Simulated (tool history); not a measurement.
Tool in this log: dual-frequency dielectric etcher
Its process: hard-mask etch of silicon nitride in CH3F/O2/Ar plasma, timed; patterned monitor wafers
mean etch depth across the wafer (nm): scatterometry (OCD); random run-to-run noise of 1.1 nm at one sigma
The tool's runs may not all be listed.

run  hour  source power (kW)  bias power (kW)  etch time (s)  mean etch depth across the wafer (nm)
  1   0.0              0.500            0.051          244.0                                 175.74
  2   7.0              0.570            0.051          244.0                                 184.53
  3   9.9              0.570            0.051          244.0                                 185.25
  4  13.8              0.570            0.051          244.0                                 184.40
  5  22.0              0.590            0.054          245.5                                 188.49
  6  27.8              0.590            0.054          244.0                                 189.14

Run 7 comes next. What will it give?
  7  31.2              0.610            0.056          246.0                                      ?

Run 7 came out at mean etch depth across the wafer (nm) 191.89.

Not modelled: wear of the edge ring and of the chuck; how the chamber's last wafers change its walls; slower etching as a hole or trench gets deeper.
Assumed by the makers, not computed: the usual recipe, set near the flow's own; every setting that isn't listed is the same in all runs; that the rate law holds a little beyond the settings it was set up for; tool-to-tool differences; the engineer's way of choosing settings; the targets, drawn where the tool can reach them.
